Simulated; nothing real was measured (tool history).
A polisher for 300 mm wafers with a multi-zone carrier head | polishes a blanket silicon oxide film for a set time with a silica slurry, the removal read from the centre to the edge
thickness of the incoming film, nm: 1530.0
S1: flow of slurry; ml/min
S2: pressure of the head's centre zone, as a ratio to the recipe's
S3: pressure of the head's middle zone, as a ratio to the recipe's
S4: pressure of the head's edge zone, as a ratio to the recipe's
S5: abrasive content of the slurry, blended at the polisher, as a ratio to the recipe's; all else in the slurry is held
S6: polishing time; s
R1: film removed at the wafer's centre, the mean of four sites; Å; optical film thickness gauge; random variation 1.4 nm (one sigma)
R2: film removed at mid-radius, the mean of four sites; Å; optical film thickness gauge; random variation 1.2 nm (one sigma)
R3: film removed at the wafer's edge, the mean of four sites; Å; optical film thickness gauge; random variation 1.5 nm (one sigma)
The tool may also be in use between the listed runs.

| run | day | S1 | S2 | S3 | S4 | S5 | S6 | R1 | R2 | R3 |
|---|---|---|---|---|---|---|---|---|---|---|
| 1 | 0 | 235 | 1 | 1 | 1 | 1 | 81 | 1928.6 | 1915.7 | 1929 |
| 2 | 0.329 | 235 | 1 | 1.05 | 1 | 1 | 81 | 1909.3 | 1977.3 | 1925 |
| 3 | 0.488 | 235 | 1 | 1.05 | 1 | 0.85 | 81 | 1818.1 | 1861.8 | 1824.1 |
| 4 | 0.738 | 265 | 1 | 1.05 | 1 | 0.85 | 81 | 1859.7 | 1916 | 1873.6 |
| 5 | 0.946 | 265 | 1 | 1.05 | 1.05 | 0.85 | 81 | 1852.5 | 1913.7 | 1895.9 |
| 6 | 1.071 | 265 | 0.95 | 1.05 | 1.05 | 0.85 | 81 | 1764.8 | 1913.6 | 1909.7 |
| 7 | 1.354 | 280 | 0.95 | 1 | 1.08 | 0.9 | 81 | 1802.6 | 1884.4 | 1946.3 |
| 8 | 1.4 | 270 | 0.95 | 0.96 | 1.1 | 1 | 82 | 1874.7 | 1879.1 | 2082 |
| 9 | 1.567 | 275 | 0.96 | 0.95 | 1.12 | 1.05 | 82 | 1945.3 | 1910.6 | 2099.3 |
| 10 | 1.892 | 275 | 0.95 | 0.93 | 1.14 | 1.1 | 82 | 1931.1 | 1903.4 | 2181.3 |

Run 11 comes next. What will it give?
| 11 | 1.962 | 280 | 0.95 | 0.92 | 1.15 | 1.15 | 82 | ? | ? | ? |

Run 11 gave R1 1978.9 Å, R2 1922.8 Å, R3 2214 Å.
